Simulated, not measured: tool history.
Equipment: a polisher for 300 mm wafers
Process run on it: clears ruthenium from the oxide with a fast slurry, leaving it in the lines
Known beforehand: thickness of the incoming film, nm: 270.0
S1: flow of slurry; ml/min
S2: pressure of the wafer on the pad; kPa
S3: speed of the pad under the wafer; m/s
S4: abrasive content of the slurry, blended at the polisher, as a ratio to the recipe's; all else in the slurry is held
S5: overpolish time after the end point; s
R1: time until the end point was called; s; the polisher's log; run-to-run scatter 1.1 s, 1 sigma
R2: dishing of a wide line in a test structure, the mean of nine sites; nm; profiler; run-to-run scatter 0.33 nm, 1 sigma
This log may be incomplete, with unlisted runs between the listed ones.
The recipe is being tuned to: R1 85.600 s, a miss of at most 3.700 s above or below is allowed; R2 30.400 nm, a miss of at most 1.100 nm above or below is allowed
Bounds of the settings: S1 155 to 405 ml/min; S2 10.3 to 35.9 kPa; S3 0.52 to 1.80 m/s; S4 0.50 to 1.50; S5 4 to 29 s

run	hour	S1	S2	S3	S4	S5	R1	R2
1	0.0	260	22.8	1.16	1.00	15	51.819	67.866
2	7.1	265	20.7	1.12	1.00	13	58.443	54.476
3	8.4	325	20.7	1.12	1.00	13	58.396	55.023
4	13.0	325	20.7	1.12	0.90	13	60.219	53.588
5	17.5	325	20.7	1.02	0.90	13	63.510	50.303
6	21.5	325	20.7	1.02	0.90	17	64.744	63.086
7	28.5	325	19.3	0.98	0.90	15	71.507	52.443
8	37.2	325	18.6	0.96	0.90	13	74.744	43.929
9	40.3	325	17.9	0.96	0.90	12	77.864	39.256
10	47.6	325	17.2	0.96	0.90	11	80.793	35.069

4 next moves are on the table. One of them brings every result within its allowed miss. Which?
A	54.9	350	14.5	1.00	0.90	12	?	?
B	54.9	340	15.9	1.16	0.85	10	?	?
C	54.9	350	17.9	0.84	0.85	10	?	?
D	54.9	295	15.2	1.12	0.85	12	?	?

move	R1	R2
A	90.580	34.120
B	76.723	33.611
C	85.393	30.434
D	82.976	36.982
A: an improvement on the last run, though not all results are within tolerance
B: an improvement on the last run, though not all results are within tolerance
C: in spec on every target
D: further off than the last run
Move C is the one to make.
